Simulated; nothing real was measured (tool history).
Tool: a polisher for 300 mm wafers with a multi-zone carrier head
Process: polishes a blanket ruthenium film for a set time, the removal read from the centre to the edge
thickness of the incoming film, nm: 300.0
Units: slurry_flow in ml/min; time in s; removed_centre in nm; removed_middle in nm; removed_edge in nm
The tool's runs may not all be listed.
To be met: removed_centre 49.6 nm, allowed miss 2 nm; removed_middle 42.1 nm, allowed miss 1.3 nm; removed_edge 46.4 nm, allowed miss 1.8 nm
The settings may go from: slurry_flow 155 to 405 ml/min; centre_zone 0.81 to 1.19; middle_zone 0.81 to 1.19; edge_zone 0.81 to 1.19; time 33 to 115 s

Run 1, hour 0: slurry_flow 260 ml/min, centre_zone 1, middle_zone 1, edge_zone 1, time 73 s. Result: removed_centre 80.298 nm, removed_middle 80.948 nm, removed_edge 80.019 nm.
Run 2, hour 3.5: slurry_flow 260 ml/min, centre_zone 0.96, middle_zone 1, edge_zone 1, time 73 s. Result: removed_centre 76.923 nm, removed_middle 82.335 nm, removed_edge 81.108 nm.
Run 3, hour 6.3: slurry_flow 260 ml/min, centre_zone 0.88, middle_zone 1, edge_zone 1, time 73 s. Result: removed_centre 73.631 nm, removed_middle 80.767 nm, removed_edge 81.118 nm.
Run 4, hour 7.1: slurry_flow 260 ml/min, centre_zone 0.88, middle_zone 1.04, edge_zone 1, time 73 s. Result: removed_centre 72.532 nm, removed_middle 84.335 nm, removed_edge 81.541 nm.
Run 5, hour 8.4: slurry_flow 260 ml/min, centre_zone 0.88, middle_zone 1.04, edge_zone 1, time 80 s. Result: removed_centre 81.002 nm, removed_middle 90.986 nm, removed_edge 87.663 nm.
Run 6, hour 15.1: slurry_flow 240 ml/min, centre_zone 0.96, middle_zone 0.98, edge_zone 0.97, time 67 s. Result: removed_centre 70.833 nm, removed_middle 72.237 nm, removed_edge 73.055 nm.
Run 7, hour 19.1: slurry_flow 230 ml/min, centre_zone 0.98, middle_zone 0.95, edge_zone 0.94, time 59 s. Result: removed_centre 63.345 nm, removed_middle 61.535 nm, removed_edge 62.702 nm.
Run 8, hour 20.4: slurry_flow 225 ml/min, centre_zone 0.98, middle_zone 0.92, edge_zone 0.91, time 55 s. Result: removed_centre 58.706 nm, removed_middle 55.826 nm, removed_edge 57.15 nm.
Run 9, hour 25.6: slurry_flow 215 ml/min, centre_zone 0.98, middle_zone 0.89, edge_zone 0.9, time 52 s. Result: removed_centre 54.144 nm, removed_middle 50.422 nm, removed_edge 53.599 nm.
Run 10, hour 32.6: slurry_flow 210 ml/min, centre_zone 0.99, middle_zone 0.87, edge_zone 0.88, time 51 s. Result: removed_centre 55.157 nm, removed_middle 49.028 nm, removed_edge 52.946 nm.
Run 11, hour 37.8: slurry_flow 210 ml/min, centre_zone 0.99, middle_zone 0.86, edge_zone 0.87, time 49 s. Result: removed_centre 51.997 nm, removed_middle 46.797 nm, removed_edge 50.836 nm.
Run 12, hour 46.3: slurry_flow 210 ml/min, centre_zone 0.99, middle_zone 0.86, edge_zone 0.87, time 49 s. Result: removed_centre 51.336 nm, removed_middle 47.172 nm, removed_edge 51.087 nm.
Run 13, hour 51.8: slurry_flow 205 ml/min, centre_zone 1, middle_zone 0.85, edge_zone 0.86, time 48 s. Result: removed_centre 50.56 nm, removed_middle 44.368 nm, removed_edge 49.612 nm.
Run 14, hour 52.4: slurry_flow 205 ml/min, centre_zone 1.01, middle_zone 0.85, edge_zone 0.85, time 47 s. Result: removed_centre 50.32 nm, removed_middle 44.167 nm, removed_edge 47.504 nm.

Which of these 5 next moves meets every target?
Run A, hour 53: slurry_flow 250 ml/min, centre_zone 0.99, middle_zone 0.81, edge_zone 0.81, time 45 s. Result: removed_centre ?, removed_middle ?, removed_edge ?.
Run B, hour 53: slurry_flow 275 ml/min, centre_zone 0.99, middle_zone 0.92, edge_zone 0.81, time 45 s. Result: removed_centre ?, removed_middle ?, removed_edge ?.
Run C, hour 53: slurry_flow 255 ml/min, centre_zone 1.07, middle_zone 0.92, edge_zone 0.81, time 43 s. Result: removed_centre ?, removed_middle ?, removed_edge ?.
Run D, hour 53: slurry_flow 245 ml/min, centre_zone 1.11, middle_zone 0.96, edge_zone 0.81, time 44 s. Result: removed_centre ?, removed_middle ?, removed_edge ?.
Run E, hour 53: slurry_flow 190 ml/min, centre_zone 1.06, middle_zone 0.87, edge_zone 0.81, time 48 s. Result: removed_centre ?, removed_middle ?, removed_edge ?.

move  removed_centre  removed_middle  removed_edge
   A          48.686          41.791        46.829
   B          49.228          46.848        47.093
   C          49.376          44.425        44.749
   D          51.697          46.907        45.625
   E          52.776          45.828        48.776
A: meets every target
B: further off than the last run
C: further off than the last run
D: further off than the last run
E: further off than the last run
Answer: A
